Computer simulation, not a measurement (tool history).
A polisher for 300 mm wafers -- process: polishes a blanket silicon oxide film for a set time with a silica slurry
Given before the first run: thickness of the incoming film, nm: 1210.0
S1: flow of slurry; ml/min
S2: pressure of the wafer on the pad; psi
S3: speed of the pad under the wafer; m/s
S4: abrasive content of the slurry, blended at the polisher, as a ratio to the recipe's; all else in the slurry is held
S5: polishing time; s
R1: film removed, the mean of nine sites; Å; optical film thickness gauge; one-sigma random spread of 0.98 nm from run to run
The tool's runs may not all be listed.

Run 1, hour 0.0: S1 155 ml/min, S2 3.1 psi, S3 1.14 m/s, S4 1.0, S5 81 s. Result: R1 1774.5 Å.
Run 2, hour 1.1: S1 150 ml/min, S2 2.6 psi, S3 1.14 m/s, S4 1.0, S5 81 s. Result: R1 1506.4 Å.
Run 3, hour 8.3: S1 145 ml/min, S2 2.3 psi, S3 1.14 m/s, S4 1.0, S5 81 s. Result: R1 1307.9 Å.
Run 4, hour 12.7: S1 135 ml/min, S2 2.2 psi, S3 1.14 m/s, S4 1.0, S5 81 s. Result: R1 1255.9 Å.
Run 5, hour 17.9: S1 170 ml/min, S2 2.2 psi, S3 1.14 m/s, S4 1.0, S5 81 s. Result: R1 1311.4 Å.
Run 6, hour 25.6: S1 190 ml/min, S2 2.2 psi, S3 1.14 m/s, S4 1.0, S5 81 s. Result: R1 1305.9 Å.

Estimate the outcome of run 7 from the log above:
Run 7, hour 28.0: S1 190 ml/min, S2 2.0 psi, S3 1.14 m/s, S4 1.0, S5 81 s. Result: R1 ?.

Run 7 came out at R1 1191.5 Å.

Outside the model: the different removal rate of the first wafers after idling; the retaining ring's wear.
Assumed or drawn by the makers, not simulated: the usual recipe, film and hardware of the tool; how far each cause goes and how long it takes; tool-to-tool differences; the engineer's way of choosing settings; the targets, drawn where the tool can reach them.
